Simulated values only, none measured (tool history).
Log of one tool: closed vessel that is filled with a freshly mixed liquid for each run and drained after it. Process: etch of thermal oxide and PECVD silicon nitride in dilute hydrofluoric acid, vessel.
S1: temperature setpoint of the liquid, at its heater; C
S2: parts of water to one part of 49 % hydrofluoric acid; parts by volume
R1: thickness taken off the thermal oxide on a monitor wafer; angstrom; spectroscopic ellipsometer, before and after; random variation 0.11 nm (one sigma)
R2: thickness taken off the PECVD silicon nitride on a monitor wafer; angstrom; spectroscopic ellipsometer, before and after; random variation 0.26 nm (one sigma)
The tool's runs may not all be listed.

Run 1, hour 0: S1 20 C, S2 295 parts by volume, time in the liquid (s) 1800. Result: R1 187.36 angstrom, R2 287.6 angstrom.
Run 2, hour 6.2: S1 20 C, S2 295 parts by volume, time in the liquid (s) 2105. Result: R1 216.98 angstrom, R2 334.73 angstrom.
Run 3, hour 8.3: S1 20 C, S2 295 parts by volume, time in the liquid (s) 1660. Result: R1 171.79 angstrom, R2 259.76 angstrom.
Run 4, hour 15.4: S1 21 C, S2 290 parts by volume, time in the liquid (s) 1650. Result: R1 179.51 angstrom, R2 279.17 angstrom.
Run 5, hour 23: S1 22.5 C, S2 290 parts by volume, time in the liquid (s) 1650. Result: R1 190.98 angstrom, R2 309.56 angstrom.
Run 6, hour 29.2: S1 23 C, S2 285 parts by volume, time in the liquid (s) 1640. Result: R1 196.32 angstrom, R2 324.83 angstrom.
Run 7, hour 35.5: S1 23.5 C, S2 280 parts by volume, time in the liquid (s) 1630. Result: R1 203.79 angstrom, R2 334.22 angstrom.
Run 8, hour 42: S1 24 C, S2 280 parts by volume, time in the liquid (s) 1630. Result: R1 208.39 angstrom, R2 347.53 angstrom.
Run 9, hour 50.1: S1 24.5 C, S2 280 parts by volume, time in the liquid (s) 1630. Result: R1 209.53 angstrom, R2 356.68 angstrom.
Run 10, hour 52.9: S1 24.5 C, S2 280 parts by volume, time in the liquid (s) 1625. Result: R1 210.42 angstrom, R2 353.45 angstrom.
Run 11, hour 61.3: S1 25 C, S2 280 parts by volume, time in the liquid (s) 1625. Result: R1 211.28 angstrom, R2 373.47 angstrom.

Forecast run 12:
Run 12, hour 65.3: S1 25 C, S2 275 parts by volume, time in the liquid (s) 1615. Result: R1 ?, R2 ?.

{"run 12": {"R1": 217, "R2": 367.32}}

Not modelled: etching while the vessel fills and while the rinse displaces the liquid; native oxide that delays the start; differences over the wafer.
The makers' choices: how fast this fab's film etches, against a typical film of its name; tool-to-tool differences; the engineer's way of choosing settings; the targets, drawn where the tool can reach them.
